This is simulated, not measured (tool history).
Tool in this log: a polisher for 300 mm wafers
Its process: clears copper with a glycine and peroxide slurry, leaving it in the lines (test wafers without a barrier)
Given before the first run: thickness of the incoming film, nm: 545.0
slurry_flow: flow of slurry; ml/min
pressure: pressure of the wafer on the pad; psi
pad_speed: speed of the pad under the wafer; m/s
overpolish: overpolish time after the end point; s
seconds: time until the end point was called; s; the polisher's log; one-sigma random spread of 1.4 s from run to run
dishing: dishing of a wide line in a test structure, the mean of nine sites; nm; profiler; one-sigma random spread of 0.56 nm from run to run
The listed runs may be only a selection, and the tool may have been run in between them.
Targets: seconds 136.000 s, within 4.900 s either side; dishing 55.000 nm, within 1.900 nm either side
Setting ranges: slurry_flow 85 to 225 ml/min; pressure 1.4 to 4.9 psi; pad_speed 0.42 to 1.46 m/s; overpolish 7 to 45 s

run 1 day=0.000 | slurry_flow=145 pressure=3.1 pad_speed=0.94 overpolish=23 | seconds=91.766 dishing=61.556
run 2 day=0.304 | slurry_flow=180 pressure=3.1 pad_speed=0.94 overpolish=23 | seconds=88.153 dishing=65.018
run 3 day=0.596 | slurry_flow=180 pressure=3.1 pad_speed=0.94 overpolish=16 | seconds=87.836 dishing=53.096
run 4 day=0.892 | slurry_flow=170 pressure=2.8 pad_speed=0.92 overpolish=18 | seconds=98.366 dishing=54.229
run 5 day=1.158 | slurry_flow=170 pressure=3.1 pad_speed=0.92 overpolish=18 | seconds=89.017 dishing=55.985
run 6 day=1.300 | slurry_flow=165 pressure=2.8 pad_speed=0.92 overpolish=20 | seconds=97.381 dishing=56.336
run 7 day=1.567 | slurry_flow=160 pressure=2.5 pad_speed=0.92 overpolish=21 | seconds=104.040 dishing=55.927
run 8 day=1.892 | slurry_flow=155 pressure=2.3 pad_speed=0.92 overpolish=22 | seconds=111.760 dishing=57.181

Which single option among these 5 for the next run brings every result within its allowed miss of target? Just one does.
run A day=2.217 | slurry_flow=135 pressure=1.8 pad_speed=0.84 overpolish=26 | seconds=? dishing=?
run B day=2.217 | slurry_flow=165 pressure=2.3 pad_speed=0.76 overpolish=26 | seconds=? dishing=?
run C day=2.217 | slurry_flow=155 pressure=2.1 pad_speed=0.78 overpolish=27 | seconds=? dishing=?
run D day=2.217 | slurry_flow=160 pressure=1.7 pad_speed=0.76 overpolish=23 | seconds=? dishing=?
run E day=2.217 | slurry_flow=140 pressure=1.9 pad_speed=0.92 overpolish=22 | seconds=? dishing=?

move=A seconds=138.220 dishing=54.598
move=B seconds=122.890 dishing=58.640
move=C seconds=128.940 dishing=58.289
move=D seconds=145.310 dishing=49.287
move=E seconds=126.680 dishing=51.658
A: every result lands within tolerance
B: closes in on the targets versus the last run, not all within tolerance yet
C: closes in on the targets versus the last run, not all within tolerance yet
D: moves the result that the last run missed by most past its target, out the other side
E: closes in on the targets versus the last run, not all within tolerance yet
Answer: A
